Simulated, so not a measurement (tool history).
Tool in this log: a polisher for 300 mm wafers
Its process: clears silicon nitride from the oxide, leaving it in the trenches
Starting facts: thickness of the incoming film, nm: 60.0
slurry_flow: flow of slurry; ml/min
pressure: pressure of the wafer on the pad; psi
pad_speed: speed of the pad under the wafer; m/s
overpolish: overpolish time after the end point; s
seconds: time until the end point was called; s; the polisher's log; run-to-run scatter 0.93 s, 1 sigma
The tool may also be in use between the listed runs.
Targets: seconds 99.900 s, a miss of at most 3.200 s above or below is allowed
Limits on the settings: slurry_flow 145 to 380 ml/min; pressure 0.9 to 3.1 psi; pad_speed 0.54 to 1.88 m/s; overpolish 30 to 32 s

run	hour	slurry_flow	pressure	pad_speed	overpolish	seconds
1	0.0	245	2.0	1.20	30	83.403
2	4.4	245	2.0	1.10	30	86.217
3	13.3	245	1.9	1.10	30	90.860
4	15.0	245	1.9	0.82	30	108.100
5	20.3	245	1.9	0.58	30	127.530
6	21.5	245	1.9	0.54	30	133.400
7	30.1	245	2.1	0.54	30	120.100
8	32.8	245	2.2	0.54	30	114.210
9	39.6	245	2.3	0.54	30	111.130

Exercise: of the 4 proposed moves below, exactly one satisfies all targets within the stated allowed misses. Which move is it?
A	46.4	360	1.9	0.54	32	?
B	46.4	175	2.2	0.54	30	?
C	46.4	270	1.8	0.58	30	?
D	46.4	310	2.5	0.54	30	?

move	seconds
A	127.130
B	120.330
C	132.790
D	99.897
A: misses by more than the last run did
B: misses by more than the last run did
C: misses by more than the last run did
D: meets every target
Correct choice: D, which meets every target
